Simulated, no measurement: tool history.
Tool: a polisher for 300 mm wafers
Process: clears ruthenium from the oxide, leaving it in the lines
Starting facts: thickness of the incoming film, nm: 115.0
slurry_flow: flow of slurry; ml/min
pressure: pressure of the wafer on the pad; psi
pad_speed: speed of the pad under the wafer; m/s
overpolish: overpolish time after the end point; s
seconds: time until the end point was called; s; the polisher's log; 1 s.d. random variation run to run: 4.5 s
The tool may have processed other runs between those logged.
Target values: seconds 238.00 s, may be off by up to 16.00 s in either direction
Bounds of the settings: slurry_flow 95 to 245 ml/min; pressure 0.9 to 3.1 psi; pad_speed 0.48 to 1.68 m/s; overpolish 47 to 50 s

run,hour,slurry_flow,pressure,pad_speed,overpolish,seconds
1,0.0,155,2.0,1.08,47,112.53
2,3.1,155,1.7,1.02,47,137.12
3,5.5,155,1.5,0.96,47,165.01
4,10.2,130,1.5,0.96,47,169.31
5,18.9,130,1.4,0.94,47,180.12
6,23.0,130,1.3,0.92,47,199.31
7,25.4,130,1.3,0.92,47,198.20
8,32.7,130,1.2,0.92,47,209.65

Exercise: of the 5 proposed moves below, exactly one satisfies all targets within the stated allowed misses. Which move is it?
A,40.0,145,1.3,1.08,50,?
B,40.0,185,1.3,0.90,49,?
C,40.0,100,1.1,1.00,50,?
D,40.0,140,1.2,1.04,47,?
E,40.0,140,1.3,0.98,47,?

move,seconds
A,170.87
B,186.93
C,232.62
D,191.02
E,184.86
A: further off than the last run
B: further off than the last run
C: each result inside its tolerance
D: further off than the last run
E: further off than the last run
Answer: C
